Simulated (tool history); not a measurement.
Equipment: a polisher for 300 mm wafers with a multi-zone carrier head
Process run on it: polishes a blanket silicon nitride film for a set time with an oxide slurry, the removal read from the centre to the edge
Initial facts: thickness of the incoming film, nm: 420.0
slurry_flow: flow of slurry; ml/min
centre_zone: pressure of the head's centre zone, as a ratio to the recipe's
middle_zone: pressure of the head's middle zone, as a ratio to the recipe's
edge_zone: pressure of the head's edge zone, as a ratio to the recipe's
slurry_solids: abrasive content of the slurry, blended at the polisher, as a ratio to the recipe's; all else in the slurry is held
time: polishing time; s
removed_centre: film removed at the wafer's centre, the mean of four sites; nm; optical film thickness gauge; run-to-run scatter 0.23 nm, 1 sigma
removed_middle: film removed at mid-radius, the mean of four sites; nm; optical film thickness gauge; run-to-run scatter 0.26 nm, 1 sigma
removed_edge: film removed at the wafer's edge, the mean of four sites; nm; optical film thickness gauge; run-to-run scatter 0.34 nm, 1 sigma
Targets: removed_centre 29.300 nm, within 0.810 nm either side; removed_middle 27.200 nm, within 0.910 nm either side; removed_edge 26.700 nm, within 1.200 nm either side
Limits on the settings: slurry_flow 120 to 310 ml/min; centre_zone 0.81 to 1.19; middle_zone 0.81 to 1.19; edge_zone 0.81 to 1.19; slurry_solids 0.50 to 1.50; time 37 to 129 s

run	hour	slurry_flow	centre_zone	middle_zone	edge_zone	slurry_solids	time	removed_centre	removed_middle	removed_edge
1	0.0	200	1.00	1.00	1.00	1.00	83	37.971	36.531	38.421
2	5.7	160	1.00	1.00	1.00	1.00	83	35.700	34.337	37.456
3	10.8	175	1.00	0.99	0.96	0.85	82	33.085	31.965	33.739
4	16.0	180	1.01	0.98	0.92	0.75	82	31.489	29.663	30.273
5	20.8	180	1.01	0.98	0.92	0.75	98	37.243	35.097	35.710
6	27.5	185	1.00	0.96	0.89	0.70	96	35.487	33.157	33.451
7	28.5	185	0.99	0.95	0.87	0.65	95	32.387	30.864	31.299
8	36.3	185	1.00	0.95	0.85	0.60	94	30.919	28.620	29.265
9	39.6	180	1.01	0.96	0.84	0.60	94	30.659	29.207	29.094
10	44.8	175	1.02	0.96	0.83	0.60	94	30.926	28.949	28.856
11	46.9	175	1.02	0.96	0.83	0.60	94	30.548	28.210	28.722

Which single option among these 4 for the next run brings every result within its allowed miss of target? Just one does.
A	49.0	120	0.89	0.81	0.94	0.75	97	?	?	?
B	49.0	310	1.10	1.11	0.81	0.50	92	?	?	?
C	49.0	230	1.02	0.98	0.84	0.50	98	?	?	?
D	49.0	265	1.17	1.11	0.81	0.50	92	?	?	?

move	removed_centre	removed_middle	removed_edge
A	29.458	27.156	34.439
B	30.433	29.423	25.532
C	29.115	27.263	26.982
D	31.621	28.935	25.215
A: moves away from the targets compared with the last run
B: corrects the largest miss of the last run, while another result sits out of spec
C: every result lands within tolerance
D: moves the result that the last run missed by most past its target, out the other side
The move that meets every target is C.

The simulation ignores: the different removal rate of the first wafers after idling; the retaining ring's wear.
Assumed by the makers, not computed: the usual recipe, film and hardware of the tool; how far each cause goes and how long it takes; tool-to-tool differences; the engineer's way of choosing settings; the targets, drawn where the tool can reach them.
